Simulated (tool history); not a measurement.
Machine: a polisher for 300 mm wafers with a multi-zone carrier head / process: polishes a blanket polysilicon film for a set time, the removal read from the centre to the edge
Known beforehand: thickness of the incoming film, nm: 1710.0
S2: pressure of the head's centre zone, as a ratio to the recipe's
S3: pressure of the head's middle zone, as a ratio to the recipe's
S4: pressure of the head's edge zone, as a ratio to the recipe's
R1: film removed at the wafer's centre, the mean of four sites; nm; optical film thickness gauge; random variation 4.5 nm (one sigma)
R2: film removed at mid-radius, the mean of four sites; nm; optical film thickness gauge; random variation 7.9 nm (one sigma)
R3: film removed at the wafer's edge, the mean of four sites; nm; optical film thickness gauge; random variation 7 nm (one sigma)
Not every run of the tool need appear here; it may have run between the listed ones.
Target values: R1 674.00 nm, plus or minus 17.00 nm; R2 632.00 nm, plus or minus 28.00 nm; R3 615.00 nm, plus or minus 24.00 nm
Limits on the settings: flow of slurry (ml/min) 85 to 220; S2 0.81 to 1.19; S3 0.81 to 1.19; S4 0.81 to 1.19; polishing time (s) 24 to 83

run 1 hour=0.0 | flow_of_slurry_(ml/min)=140 S2=1.00 S3=1.00 S4=1.00 polishing_time_(s)=53 | R1=507.23 R2=524.47 R3=507.32
run 2 hour=8.1 | flow_of_slurry_(ml/min)=150 S2=1.02 S3=1.01 S4=1.02 polishing_time_(s)=53 | R1=527.06 R2=546.97 R3=520.36
run 3 hour=8.7 | flow_of_slurry_(ml/min)=155 S2=1.04 S3=1.01 S4=1.04 polishing_time_(s)=53 | R1=528.52 R2=556.58 R3=531.19
run 4 hour=16.2 | flow_of_slurry_(ml/min)=160 S2=1.06 S3=1.00 S4=1.04 polishing_time_(s)=54 | R1=554.29 R2=564.29 R3=526.42
run 5 hour=22.6 | flow_of_slurry_(ml/min)=160 S2=1.06 S3=1.00 S4=0.96 polishing_time_(s)=54 | R1=555.75 R2=547.22 R3=531.42
run 6 hour=23.3 | flow_of_slurry_(ml/min)=160 S2=1.06 S3=0.95 S4=0.96 polishing_time_(s)=54 | R1=549.66 R2=536.05 R3=510.78
run 7 hour=24.0 | flow_of_slurry_(ml/min)=160 S2=1.08 S3=0.98 S4=0.96 polishing_time_(s)=55 | R1=577.66 R2=570.70 R3=533.89
run 8 hour=29.1 | flow_of_slurry_(ml/min)=165 S2=1.08 S3=0.97 S4=0.96 polishing_time_(s)=56 | R1=589.72 R2=568.91 R3=539.78
run 9 hour=30.5 | flow_of_slurry_(ml/min)=165 S2=1.08 S3=0.97 S4=0.96 polishing_time_(s)=57 | R1=596.52 R2=586.68 R3=547.59
run 10 hour=34.1 | flow_of_slurry_(ml/min)=160 S2=1.09 S3=0.97 S4=0.96 polishing_time_(s)=58 | R1=604.19 R2=590.25 R3=550.54
run 11 hour=38.9 | flow_of_slurry_(ml/min)=170 S2=1.08 S3=0.96 S4=0.95 polishing_time_(s)=59 | R1=624.67 R2=600.46 R3=561.90
run 12 hour=45.3 | flow_of_slurry_(ml/min)=170 S2=1.08 S3=0.95 S4=0.95 polishing_time_(s)=60 | R1=631.66 R2=592.73 R3=572.01
run 13 hour=52.5 | flow_of_slurry_(ml/min)=175 S2=1.08 S3=0.95 S4=0.95 polishing_time_(s)=60 | R1=635.62 R2=597.97 R3=577.27
run 14 hour=59.2 | flow_of_slurry_(ml/min)=180 S2=1.08 S3=0.95 S4=0.95 polishing_time_(s)=60 | R1=631.99 R2=613.18 R3=583.59
run 15 hour=66.5 | flow_of_slurry_(ml/min)=185 S2=1.08 S3=0.94 S4=0.95 polishing_time_(s)=60 | R1=646.93 R2=609.41 R3=583.62
run 16 hour=73.6 | flow_of_slurry_(ml/min)=190 S2=1.08 S3=0.94 S4=0.95 polishing_time_(s)=60 | R1=638.13 R2=599.88 R3=587.52
run 17 hour=81.0 | flow_of_slurry_(ml/min)=190 S2=1.08 S3=0.94 S4=0.95 polishing_time_(s)=60 | R1=635.39 R2=614.80 R3=579.04
run 18 hour=84.2 | flow_of_slurry_(ml/min)=185 S2=1.08 S3=0.94 S4=0.96 polishing_time_(s)=61 | R1=651.71 R2=610.60 R3=592.85
run 19 hour=85.7 | flow_of_slurry_(ml/min)=190 S2=1.08 S3=0.94 S4=0.96 polishing_time_(s)=61 | R1=648.77 R2=606.63 R3=586.18

Consider the 4 candidate settings below. Which is the only one whose results all fall within their allowed miss of target?
run A hour=87.2 | flow_of_slurry_(ml/min)=205 S2=1.04 S3=0.88 S4=0.92 polishing_time_(s)=60 | R1=? R2=? R3=?
run B hour=87.2 | flow_of_slurry_(ml/min)=210 S2=1.12 S3=0.89 S4=1.14 polishing_time_(s)=59 | R1=? R2=? R3=?
run C hour=87.2 | flow_of_slurry_(ml/min)=150 S2=1.19 S3=0.97 S4=0.92 polishing_time_(s)=59 | R1=? R2=? R3=?
run D hour=87.2 | flow_of_slurry_(ml/min)=135 S2=1.12 S3=0.95 S4=0.97 polishing_time_(s)=66 | R1=? R2=? R3=?

move=A R1=633.98 R2=575.51 R3=575.39
move=B R1=652.63 R2=572.85 R3=628.06
move=C R1=635.90 R2=582.64 R3=544.25
move=D R1=670.13 R2=627.04 R3=614.47
A: moves away from the targets compared with the last run
B: moves away from the targets compared with the last run
C: moves away from the targets compared with the last run
D: each result inside its tolerance
Go with D: it meets all targets.
